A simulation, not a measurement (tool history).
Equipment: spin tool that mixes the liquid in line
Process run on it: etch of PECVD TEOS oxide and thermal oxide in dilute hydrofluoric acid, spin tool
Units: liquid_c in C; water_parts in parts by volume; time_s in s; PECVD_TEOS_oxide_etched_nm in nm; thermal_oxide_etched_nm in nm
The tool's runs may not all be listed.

run  hour  liquid_c  water_parts  time_s  PECVD_TEOS_oxide_etched_nm  thermal_oxide_etched_nm
  1   0.0      24.0          260     100                      5.5822                  1.66720
  2   5.7      27.5          260     100                      6.2311                  1.81980
  3  14.0      26.5          275     100                      5.6802                  1.67560
  4  21.6      25.5          290     100                      5.0695                  1.46720
  5  30.2      24.5          300     100                      4.7833                  1.37820
  6  34.8      24.5          360     100                      3.7125                  1.09480
  7  38.8      24.0          365     100                      3.6515                  1.07070
  8  44.8      24.0          365     100                      3.5570                  1.02830
  9  48.9      23.5          365     100                      3.5487                  1.02180
 10  54.3      23.0          370     100                      3.3443                  1.00040
 11  59.0      23.0          375     100                      3.2980                  0.96806
 12  64.0      22.5          375     100                      3.3139                  0.94782
 13  66.0      22.5          380     100                      3.2228                  0.91391
 14  71.3      22.5          385     100                      3.1727                  0.91107

Forecast run 15:
 15  73.9      22.0          385     100                           ?                        ?

{"run 15": {"PECVD_TEOS_oxide_etched_nm": 3.1304, "thermal_oxide_etched_nm": 0.93755}}
